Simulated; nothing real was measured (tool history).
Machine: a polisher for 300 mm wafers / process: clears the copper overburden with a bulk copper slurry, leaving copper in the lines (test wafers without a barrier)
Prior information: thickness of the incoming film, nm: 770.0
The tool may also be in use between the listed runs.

run	day	flow of slurry (ml/min)	pressure of the wafer on the pad (psi)	speed of the pad under the wafer (cm/s)	abrasive content of the slurry	overpolish time after the end point (s)	time until the end point was called (s)	dishing of a wide line in a test structure (nm)
1	0.000	130	3.3	134	1.0	24	46.691	68.657
2	0.221	130	3.9	134	1.0	24	40.604	70.020
3	0.517	130	3.2	134	1.0	24	47.382	69.947
4	0.725	130	2.9	132	1.0	21	55.048	66.201
5	0.912	130	2.9	146	1.0	21	47.726	68.202
6	1.054	130	2.9	158	1.0	21	43.914	66.565
7	1.412	130	2.5	156	1.0	23	53.002	65.926
8	1.496	130	2.4	156	1.0	25	54.986	64.800

Forecast run 9:
9	1.762	130	2.3	152	1.0	26	?	?

time until the end point was called (s): 59.685
dishing of a wide line in a test structure (nm): 62.952
